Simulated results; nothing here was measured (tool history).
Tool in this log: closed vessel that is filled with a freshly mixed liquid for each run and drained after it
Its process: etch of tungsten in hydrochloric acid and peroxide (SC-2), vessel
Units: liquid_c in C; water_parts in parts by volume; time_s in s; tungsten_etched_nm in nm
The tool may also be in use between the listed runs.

{"run": 1, "day": 0.0, "liquid_c": 58, "water_parts": 10, "time_s": 95, "tungsten_etched_nm": 33.465}
{"run": 2, "day": 0.079, "liquid_c": 58, "water_parts": 12.5, "time_s": 95, "tungsten_etched_nm": 27.823}
{"run": 3, "day": 0.383, "liquid_c": 58, "water_parts": 12.5, "time_s": 100, "tungsten_etched_nm": 28.872}
{"run": 4, "day": 0.725, "liquid_c": 58, "water_parts": 10, "time_s": 100, "tungsten_etched_nm": 35.284}
{"run": 5, "day": 0.988, "liquid_c": 60.5, "water_parts": 10, "time_s": 100, "tungsten_etched_nm": 41.004}
{"run": 6, "day": 1.154, "liquid_c": 60.5, "water_parts": 10, "time_s": 100, "tungsten_etched_nm": 41.053}
{"run": 7, "day": 1.321, "liquid_c": 62.5, "water_parts": 10, "time_s": 100, "tungsten_etched_nm": 47.02}
{"run": 8, "day": 1.375, "liquid_c": 63.5, "water_parts": 10, "time_s": 100, "tungsten_etched_nm": 49.886}

Forecast run 9:
{"run": 9, "day": 1.558, "liquid_c": 64.5, "water_parts": 10, "time_s": 100, "tungsten_etched_nm": "?"}

Run 9 came out at tungsten_etched_nm 52.112 nm.
